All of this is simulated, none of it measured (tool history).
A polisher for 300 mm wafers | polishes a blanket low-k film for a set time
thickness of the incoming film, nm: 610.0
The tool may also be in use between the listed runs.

| run | day | flow of slurry (ml/min) | pressure of the wafer on the pad (kPa) | speed of the pad under the wafer (m/s) | abrasive content of the slurry | polishing time (s) | film removed (Å) |
|---|---|---|---|---|---|---|---|
| 1 | 0.000 | 270 | 14.5 | 1.24 | 1.00 | 41 | 258.32 |
| 2 | 0.221 | 270 | 14.5 | 1.24 | 0.85 | 41 | 229.49 |
| 3 | 0.283 | 270 | 11.7 | 1.16 | 0.85 | 41 | 185.47 |
| 4 | 0.417 | 270 | 11.7 | 1.16 | 1.00 | 41 | 213.60 |
| 5 | 0.746 | 270 | 13.1 | 1.16 | 1.00 | 41 | 227.45 |
| 6 | 0.871 | 270 | 13.1 | 0.98 | 1.00 | 41 | 197.06 |

The next listed run, before its measurement:
| 7 | 0.988 | 270 | 11.0 | 0.88 | 1.00 | 41 | ? |

Run 7 gave film removed (Å) 161.40.
